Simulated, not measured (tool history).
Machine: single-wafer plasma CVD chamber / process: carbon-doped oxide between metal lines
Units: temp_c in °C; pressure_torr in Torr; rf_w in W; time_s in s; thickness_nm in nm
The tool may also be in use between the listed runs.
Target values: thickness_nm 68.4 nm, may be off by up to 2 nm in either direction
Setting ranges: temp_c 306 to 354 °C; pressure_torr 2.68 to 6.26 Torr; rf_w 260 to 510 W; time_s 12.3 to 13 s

{"run": 1, "hour": 0.0, "temp_c": 330, "pressure_torr": 4.47, "rf_w": 385, "time_s": 13, "thickness_nm": 56.214}
{"run": 2, "hour": 2.2, "temp_c": 330, "pressure_torr": 4.47, "rf_w": 385, "time_s": 12.3, "thickness_nm": 52.782}
{"run": 3, "hour": 6.7, "temp_c": 330, "pressure_torr": 4.94, "rf_w": 385, "time_s": 12.3, "thickness_nm": 54.308}
{"run": 4, "hour": 15.4, "temp_c": 329, "pressure_torr": 5.11, "rf_w": 405, "time_s": 12.4, "thickness_nm": 57.436}
{"run": 5, "hour": 22.0, "temp_c": 329, "pressure_torr": 5.11, "rf_w": 430, "time_s": 12.4, "thickness_nm": 60.613}
{"run": 6, "hour": 23.3, "temp_c": 319, "pressure_torr": 5.11, "rf_w": 430, "time_s": 12.4, "thickness_nm": 63.675}
{"run": 7, "hour": 24.6, "temp_c": 318, "pressure_torr": 5.18, "rf_w": 435, "time_s": 12.4, "thickness_nm": 65.089}
{"run": 8, "hour": 30.7, "temp_c": 317, "pressure_torr": 5.23, "rf_w": 435, "time_s": 12.4, "thickness_nm": 64.778}
{"run": 9, "hour": 37.9, "temp_c": 316, "pressure_torr": 5.28, "rf_w": 440, "time_s": 12.4, "thickness_nm": 65.818}

Exercise: of the 5 proposed moves below, exactly one satisfies all targets within the stated allowed misses. Which move is it?
{"run": "A", "hour": 45.1, "temp_c": 316, "pressure_torr": 5.56, "rf_w": 435, "time_s": 13, "thickness_nm": "?"}
{"run": "B", "hour": 45.1, "temp_c": 321, "pressure_torr": 6.07, "rf_w": 480, "time_s": 13, "thickness_nm": "?"}
{"run": "C", "hour": 45.1, "temp_c": 313, "pressure_torr": 5.24, "rf_w": 475, "time_s": 13, "thickness_nm": "?"}
{"run": "D", "hour": 45.1, "temp_c": 315, "pressure_torr": 4.88, "rf_w": 490, "time_s": 13, "thickness_nm": "?"}
{"run": "E", "hour": 45.1, "temp_c": 313, "pressure_torr": 6.11, "rf_w": 465, "time_s": 13, "thickness_nm": "?"}

move=A thickness_nm=68.817
move=B thickness_nm=73.644
move=C thickness_nm=74.233
move=D thickness_nm=74.487
move=E thickness_nm=74.42
A: all results in spec
B: the result that was furthest off in the last run now lies on the other side of its target
C: the result that was furthest off in the last run now lies on the other side of its target
D: the result that was furthest off in the last run now lies on the other side of its target
E: the result that was furthest off in the last run now lies on the other side of its target
Go with A: it meets all targets.
